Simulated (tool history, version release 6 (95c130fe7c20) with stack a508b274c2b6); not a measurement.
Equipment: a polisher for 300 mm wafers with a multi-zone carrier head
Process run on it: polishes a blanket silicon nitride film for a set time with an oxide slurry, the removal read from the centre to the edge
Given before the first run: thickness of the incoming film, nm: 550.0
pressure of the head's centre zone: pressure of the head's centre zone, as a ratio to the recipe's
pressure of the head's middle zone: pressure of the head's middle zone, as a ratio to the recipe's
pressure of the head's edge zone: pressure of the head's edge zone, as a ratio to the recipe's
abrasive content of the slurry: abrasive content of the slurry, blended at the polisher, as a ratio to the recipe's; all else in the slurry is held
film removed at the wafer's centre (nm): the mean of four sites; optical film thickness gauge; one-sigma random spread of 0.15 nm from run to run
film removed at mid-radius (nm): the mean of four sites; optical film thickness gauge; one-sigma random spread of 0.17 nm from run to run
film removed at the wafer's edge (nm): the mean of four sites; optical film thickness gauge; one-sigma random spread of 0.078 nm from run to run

run	day	flow of slurry (ml/min)	pressure of the head's centre zone	pressure of the head's middle zone	pressure of the head's edge zone	abrasive content of the slurry	polishing time (s)	film removed at the wafer's centre (nm)	film removed at mid-radius (nm)	film removed at the wafer's edge (nm)
1	0.000	165	1.00	1.00	1.00	1.00	44	17.845	18.395	18.723
2	0.225	125	1.00	1.00	1.00	1.00	44	17.831	17.937	18.265
3	0.262	150	1.00	1.00	1.00	1.00	44	18.142	18.154	18.871
4	0.450	130	1.00	1.00	1.00	1.00	44	17.242	17.774	18.312
5	0.771	130	1.00	1.00	0.95	1.00	44	17.378	18.274	17.844
6	0.838	130	1.00	1.00	0.95	1.10	44	18.579	18.548	18.653
7	1.042	105	1.02	0.90	0.94	0.85	38	13.567	12.036	13.865
8	1.362	105	0.99	0.91	0.91	0.80	38	12.449	12.077	12.975
9	1.446	105	0.98	0.91	0.91	0.80	38	12.733	11.853	12.895

Estimate the outcome of run 10 from the log above:
10	1.796	105	0.95	0.92	0.93	0.80	38	?	?	?

{"run 10": {"film removed at the wafer's centre (nm)": 12.255, "film removed at mid-radius (nm)": 12.233, "film removed at the wafer's edge (nm)": 13.003}}

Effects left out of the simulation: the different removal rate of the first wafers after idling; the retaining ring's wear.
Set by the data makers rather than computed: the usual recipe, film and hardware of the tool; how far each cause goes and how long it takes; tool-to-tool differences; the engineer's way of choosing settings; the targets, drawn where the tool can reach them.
